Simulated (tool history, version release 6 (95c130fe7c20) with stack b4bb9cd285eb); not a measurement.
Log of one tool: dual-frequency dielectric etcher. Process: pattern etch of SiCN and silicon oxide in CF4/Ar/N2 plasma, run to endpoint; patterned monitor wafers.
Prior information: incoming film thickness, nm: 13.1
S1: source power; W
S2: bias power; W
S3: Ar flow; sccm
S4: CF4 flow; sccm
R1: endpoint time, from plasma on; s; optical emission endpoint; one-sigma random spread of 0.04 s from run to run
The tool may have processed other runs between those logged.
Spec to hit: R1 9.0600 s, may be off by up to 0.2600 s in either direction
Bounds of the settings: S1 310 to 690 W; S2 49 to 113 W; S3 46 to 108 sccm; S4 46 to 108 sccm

| run | hour | S1 | S2 | S3 | S4 | R1 |
|---|---|---|---|---|---|---|
| 1 | 0.0 | 500 | 81 | 77 | 77 | 12.1300 |
| 2 | 6.8 | 500 | 81 | 77 | 84 | 11.9570 |
| 3 | 10.6 | 500 | 81 | 77 | 92 | 11.9030 |
| 4 | 12.7 | 530 | 81 | 77 | 92 | 11.1740 |
| 5 | 17.6 | 540 | 81 | 77 | 92 | 10.9880 |
| 6 | 19.8 | 550 | 81 | 77 | 92 | 10.6510 |
| 7 | 24.0 | 560 | 81 | 77 | 92 | 10.4910 |
| 8 | 32.5 | 570 | 81 | 77 | 92 | 10.3010 |
| 9 | 39.4 | 580 | 81 | 77 | 92 | 9.9607 |
| 10 | 45.9 | 600 | 82 | 77 | 92 | 9.7273 |

Exercise: of the 4 proposed moves below, exactly one satisfies all targets within the stated allowed misses. Which move is it?
| A | 52.4 | 590 | 76 | 68 | 88 | ? |
| B | 52.4 | 580 | 72 | 63 | 94 | ? |
| C | 52.4 | 550 | 83 | 72 | 96 | ? |
| D | 52.4 | 650 | 72 | 63 | 107 | ? |

| move | R1 |
|---|---|
| A | 10.0810 |
| B | 10.3300 |
| C | 10.5260 |
| D | 9.0058 |
A: moves away from the targets compared with the last run
B: moves away from the targets compared with the last run
C: moves away from the targets compared with the last run
D: every result within its allowed miss
The right move is D.

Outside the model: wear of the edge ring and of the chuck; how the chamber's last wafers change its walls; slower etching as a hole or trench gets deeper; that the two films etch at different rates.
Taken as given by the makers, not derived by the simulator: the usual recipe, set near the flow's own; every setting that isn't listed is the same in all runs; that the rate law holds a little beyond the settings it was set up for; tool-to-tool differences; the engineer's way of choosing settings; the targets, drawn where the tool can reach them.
